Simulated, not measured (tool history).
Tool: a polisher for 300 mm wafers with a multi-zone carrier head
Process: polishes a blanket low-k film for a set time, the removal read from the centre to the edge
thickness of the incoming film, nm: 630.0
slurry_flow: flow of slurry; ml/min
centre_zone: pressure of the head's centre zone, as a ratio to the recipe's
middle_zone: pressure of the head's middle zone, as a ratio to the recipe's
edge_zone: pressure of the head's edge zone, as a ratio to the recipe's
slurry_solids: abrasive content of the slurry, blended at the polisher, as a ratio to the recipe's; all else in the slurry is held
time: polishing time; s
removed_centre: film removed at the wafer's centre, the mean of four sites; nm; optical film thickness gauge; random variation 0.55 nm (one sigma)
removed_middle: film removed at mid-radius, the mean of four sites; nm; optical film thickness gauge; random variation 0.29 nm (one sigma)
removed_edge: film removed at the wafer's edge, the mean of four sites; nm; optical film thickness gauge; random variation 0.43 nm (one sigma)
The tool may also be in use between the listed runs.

run  hour  slurry_flow  centre_zone  middle_zone  edge_zone  slurry_solids  time  removed_centre  removed_middle  removed_edge
  1     0          210            1            1          1              1    86          29.174          29.361        28.537
  2   7.9          210            1         0.95          1              1    86          30.193          28.146        29.423
  3  15.5          225         1.04         0.97       1.03           1.15    86          33.023          30.897        31.215
  4  17.7          225         1.04         0.91       1.03           1.15    86          32.879          29.378         32.28
  5    21          225         1.04         0.85       1.03           1.15    86           33.38          27.737        31.348
  6  21.6          250         1.04         0.85       1.03           1.15    86          34.268          28.039        31.695

The next listed run, before its measurement:
  7  27.5          275         1.11         0.95       1.13            1.4    87               ?               ?             ?

removed_centre: 39.749 nm
removed_middle: 34.261 nm
removed_edge: 37.738 nm
